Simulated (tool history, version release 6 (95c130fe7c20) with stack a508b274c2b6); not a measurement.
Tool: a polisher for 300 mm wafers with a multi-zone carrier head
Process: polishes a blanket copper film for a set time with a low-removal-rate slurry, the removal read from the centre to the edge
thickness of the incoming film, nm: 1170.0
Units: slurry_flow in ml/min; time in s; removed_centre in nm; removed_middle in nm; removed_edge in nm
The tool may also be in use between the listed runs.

run,day,slurry_flow,centre_zone,middle_zone,edge_zone,slurry_solids,time,removed_centre,removed_middle,removed_edge
1,0,310,1,1,1,1,81,389.72,369.64,382.83
2,0.146,305,1.01,0.95,0.97,0.85,77,360.45,322.7,326.3
3,0.508,305,1.01,0.95,1.01,0.85,77,351.43,321.2,349.46
4,0.562,305,1.08,0.95,1.01,0.85,77,380.39,323.38,334.11
5,0.725,305,1.08,0.95,1.01,0.7,77,352.95,299.59,313.39
6,0.846,295,1.08,0.91,1.01,0.65,76,337.78,279.05,310.97
7,1.179,285,1.08,0.88,0.98,0.6,76,320.82,261.29,287.16

Forecast run 8:
8,1.204,270,1.09,0.86,0.98,0.6,76,?,?,?

removed_centre: 325.43 nm
removed_middle: 251.08 nm
removed_edge: 282.21 nm
